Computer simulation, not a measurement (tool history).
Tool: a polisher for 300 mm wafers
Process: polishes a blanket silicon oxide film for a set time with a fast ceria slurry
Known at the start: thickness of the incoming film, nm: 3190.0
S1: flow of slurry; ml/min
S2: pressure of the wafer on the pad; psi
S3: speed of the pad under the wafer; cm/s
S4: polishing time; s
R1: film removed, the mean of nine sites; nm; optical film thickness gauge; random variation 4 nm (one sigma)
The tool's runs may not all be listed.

run  hour   S1   S2   S3  S4      R1
  1   0.0  235  2.7  104  39  520.15
  2   7.9  235  2.4  102  39  461.32
  3  10.0  235  2.1  100  39  407.84
  4  11.0  290  2.1  100  39  411.03
  5  17.6  290  1.9   98  39  370.82
  6  25.0  340  1.9   98  39  372.84
  7  27.8  340  1.9   98  39  367.18
  8  31.3  340  1.8   98  39  353.48

Forecast run 9:
  9  33.9  340  1.7  98  39   ?

{"run 9": {"R1": 338.97}}
